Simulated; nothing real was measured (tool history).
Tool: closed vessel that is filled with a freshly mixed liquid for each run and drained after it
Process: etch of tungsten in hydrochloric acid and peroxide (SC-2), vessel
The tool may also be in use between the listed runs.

run	hour	temperature setpoint of the liquid (C)	parts of water to one part each of 37 % hydrochloric acid and 30 % peroxide (parts by volume)	time in the liquid (s)	thickness taken off the tungsten on a monitor wafer (Å)
1	0	46	5.5	30	102.48
2	1.3	46	6.5	30	89.81
3	8.7	48.5	6.5	30	107.44
4	13	48.5	5	30	131.37
# hour 19.5: new drum of peroxide connected
5	19.5	50	5	30	151.88
6	23.7	51	5	30	159.61
7	31.1	52	5	30	172.81
8	40.4	53	5	30	185.11

Run 9 comes next. What will it give?
9	47.9	53	5	30	?

thickness taken off the tungsten on a monitor wafer (Å): 183.25
